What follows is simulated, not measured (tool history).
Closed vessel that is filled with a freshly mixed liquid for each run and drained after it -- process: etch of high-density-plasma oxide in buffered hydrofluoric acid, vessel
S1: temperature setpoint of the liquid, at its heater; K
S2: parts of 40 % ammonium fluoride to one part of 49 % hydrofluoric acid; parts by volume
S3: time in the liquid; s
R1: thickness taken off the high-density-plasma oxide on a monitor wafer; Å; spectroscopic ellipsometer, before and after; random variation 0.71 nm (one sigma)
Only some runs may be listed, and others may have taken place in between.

Run 1, hour 0: S1 295.15 K, S2 13.5 parts by volume, S3 90 s. Result: R1 1054.6 Å.
Run 2, hour 8.1: S1 295.15 K, S2 10 parts by volume, S3 90 s. Result: R1 1413.7 Å.
Run 3, hour 10.2: S1 295.65 K, S2 10 parts by volume, S3 90 s. Result: R1 1458.6 Å.
Run 4, hour 16.1: S1 296.65 K, S2 10 parts by volume, S3 90 s. Result: R1 1537.6 Å.
Run 5, hour 18.2: S1 295.15 K, S2 10 parts by volume, S3 90 s. Result: R1 1410.7 Å.
Run 6, hour 24.6: S1 295.15 K, S2 6 parts by volume, S3 90 s. Result: R1 2252 Å.

Forecast run 7:
Run 7, hour 32.7: S1 294.65 K, S2 6 parts by volume, S3 90 s. Result: R1 ?.

R1: 2195.5 Å

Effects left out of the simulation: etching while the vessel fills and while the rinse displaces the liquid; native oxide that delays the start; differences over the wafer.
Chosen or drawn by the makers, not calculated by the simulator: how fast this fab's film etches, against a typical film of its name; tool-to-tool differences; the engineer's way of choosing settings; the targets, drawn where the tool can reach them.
